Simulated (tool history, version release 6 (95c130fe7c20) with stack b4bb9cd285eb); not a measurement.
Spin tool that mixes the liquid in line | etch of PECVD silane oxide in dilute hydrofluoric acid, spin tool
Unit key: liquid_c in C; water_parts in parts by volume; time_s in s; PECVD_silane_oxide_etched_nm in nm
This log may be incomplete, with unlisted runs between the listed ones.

| run | hour | liquid_c | water_parts | time_s | PECVD_silane_oxide_etched_nm |
|---|---|---|---|---|---|
| 1 | 0 | 21 | 210 | 30 | 3.545 |
| 2 | 6 | 20 | 220 | 30 | 3.3189 |
| 3 | 7.5 | 19.5 | 235 | 30 | 3.0181 |
| 4 | 11.9 | 22 | 235 | 30 | 3.2595 |
| 5 | 15 | 21 | 245 | 30 | 2.9749 |
| 6 | 15.5 | 20 | 250 | 30 | 2.7876 |

Run 7 is up next; what results do you expect?
| 7 | 22.7 | 19.5 | 255 | 30 | ? |

{"run 7": {"PECVD_silane_oxide_etched_nm": 2.647}}

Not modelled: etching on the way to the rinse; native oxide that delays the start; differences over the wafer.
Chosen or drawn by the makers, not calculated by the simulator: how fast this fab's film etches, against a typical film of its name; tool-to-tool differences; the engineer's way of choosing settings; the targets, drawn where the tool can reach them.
